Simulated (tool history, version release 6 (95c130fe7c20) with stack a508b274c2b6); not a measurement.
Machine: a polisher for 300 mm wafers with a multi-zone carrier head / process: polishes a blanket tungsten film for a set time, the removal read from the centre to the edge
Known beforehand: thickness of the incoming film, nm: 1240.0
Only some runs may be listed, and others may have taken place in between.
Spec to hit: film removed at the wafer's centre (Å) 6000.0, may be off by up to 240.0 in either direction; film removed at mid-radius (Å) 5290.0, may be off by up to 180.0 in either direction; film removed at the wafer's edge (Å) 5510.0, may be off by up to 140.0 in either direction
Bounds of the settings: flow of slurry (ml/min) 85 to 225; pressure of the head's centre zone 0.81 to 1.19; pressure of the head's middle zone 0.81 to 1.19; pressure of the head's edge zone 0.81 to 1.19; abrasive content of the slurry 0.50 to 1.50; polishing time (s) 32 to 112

run  hour  flow of slurry (ml/min)  pressure of the head's centre zone  pressure of the head's middle zone  pressure of the head's edge zone  abrasive content of the slurry  polishing time (s)  film removed at the wafer's centre (Å)  film removed at mid-radius (Å)  film removed at the wafer's edge (Å)
  1   0.0                      145                                1.00                                1.00                              1.00                            1.00                  72                                  4320.9                          4489.1                                4392.8
  2   5.5                      160                                1.04                                1.00                              1.04                            1.10                  72                                  4744.0                          4559.1                                4568.7
  3   9.8                      160                                1.04                                1.00                              1.04                            1.10                  86                                  5667.7                          5492.6                                5497.9
  4  18.6                      160                                1.04                                1.00                              1.04                            0.95                  86                                  5500.9                          5397.2                                5404.9
  5  27.1                      160                                1.04                                1.00                              1.04                            0.80                  86                                  5298.7                          5190.9                                5160.0
  6  29.9                      170                                1.05                                0.99                              1.06                            0.80                  86                                  5459.5                          5325.1                                5245.5
  7  38.0                      185                                1.11                                0.90                              1.13                            0.85                  86                                  5916.8                          5042.3                                5573.4
  8  46.7                      185                                1.11                                0.90                              1.13                            0.85                  86                                  6003.3                          4959.4                                5535.9

5 candidate next runs follow, results not yet known. Just one meets every target within its allowed miss. Identify it.
  A  55.4                      180                                1.14                                0.88                              1.15                            0.85                  87                                       ?                               ?                                     ?
  B  55.4                      195                                1.11                                0.95                              1.09                            0.85                  87                                       ?                               ?                                     ?
  C  55.4                      210                                1.02                                0.99                              1.06                            0.85                  88                                       ?                               ?                                     ?
  D  55.4                      195                                1.06                                1.04                              1.01                            0.65                  92                                       ?                               ?                                     ?
  E  55.4                      180                                1.17                                0.89                              1.18                            0.55                  91                                       ?                               ?                                     ?

move  film removed at the wafer's centre (Å)  film removed at mid-radius (Å)  film removed at the wafer's edge (Å)
   A                                  6257.5                          4971.0                                5598.9
   B                                  6183.3                          5340.6                                5495.1
   C                                  5816.2                          5641.9                                5523.3
   D                                  5937.6                          5763.8                                5314.0
   E                                  6201.0                          4839.0                                5476.9
A: as far off as the last run
B: every result within its allowed miss
C: moves the result that the last run missed by most past its target, out the other side
D: moves the result that the last run missed by most past its target, out the other side
E: its largest miss is bigger than the last run's
The move that meets every target is B.

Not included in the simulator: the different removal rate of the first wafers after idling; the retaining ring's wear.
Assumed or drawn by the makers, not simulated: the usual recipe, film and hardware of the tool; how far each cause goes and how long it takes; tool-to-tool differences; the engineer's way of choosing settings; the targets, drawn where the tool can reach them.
